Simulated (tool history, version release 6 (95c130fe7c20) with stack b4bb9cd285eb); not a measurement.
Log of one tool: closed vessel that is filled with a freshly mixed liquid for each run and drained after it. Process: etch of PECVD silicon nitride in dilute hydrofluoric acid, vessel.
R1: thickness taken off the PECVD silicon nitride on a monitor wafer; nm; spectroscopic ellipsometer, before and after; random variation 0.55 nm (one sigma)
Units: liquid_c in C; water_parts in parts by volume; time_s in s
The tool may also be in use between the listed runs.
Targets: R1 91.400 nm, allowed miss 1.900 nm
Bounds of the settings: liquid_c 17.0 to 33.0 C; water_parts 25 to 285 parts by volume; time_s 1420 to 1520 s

run 1 hour=0.0 | liquid_c=25.0 water_parts=155 time_s=1420 | R1=30.134
run 2 hour=1.4 | liquid_c=27.5 water_parts=130 time_s=1420 | R1=41.608
run 3 hour=4.3 | liquid_c=27.5 water_parts=160 time_s=1420 | R1=33.709
run 4 hour=12.7 | liquid_c=29.0 water_parts=130 time_s=1420 | R1=45.632
run 5 hour=17.9 | liquid_c=30.0 water_parts=110 time_s=1420 | R1=57.813
run 6 hour=20.3 | liquid_c=31.0 water_parts=100 time_s=1420 | R1=67.178
run 7 hour=24.0 | liquid_c=33.0 water_parts=70 time_s=1420 | R1=109.410
run 8 hour=26.7 | liquid_c=32.5 water_parts=70 time_s=1420 | R1=107.190

Which of these 5 next moves meets every target?
run A hour=29.4 | liquid_c=28.5 water_parts=60 time_s=1470 | R1=?
run B hour=29.4 | liquid_c=33.0 water_parts=60 time_s=1515 | R1=?
run C hour=29.4 | liquid_c=33.0 water_parts=90 time_s=1520 | R1=?
run D hour=29.4 | liquid_c=33.0 water_parts=65 time_s=1445 | R1=?
run E hour=29.4 | liquid_c=33.0 water_parts=70 time_s=1500 | R1=?

move=A R1=98.950
move=B R1=135.870
move=C R1=90.632
move=D R1=119.600
move=E R1=115.250
A: nearer than the last run, and not there yet
B: further off than the last run
C: meets every target
D: further off than the last run
E: further off than the last run
Move C is the one to make.

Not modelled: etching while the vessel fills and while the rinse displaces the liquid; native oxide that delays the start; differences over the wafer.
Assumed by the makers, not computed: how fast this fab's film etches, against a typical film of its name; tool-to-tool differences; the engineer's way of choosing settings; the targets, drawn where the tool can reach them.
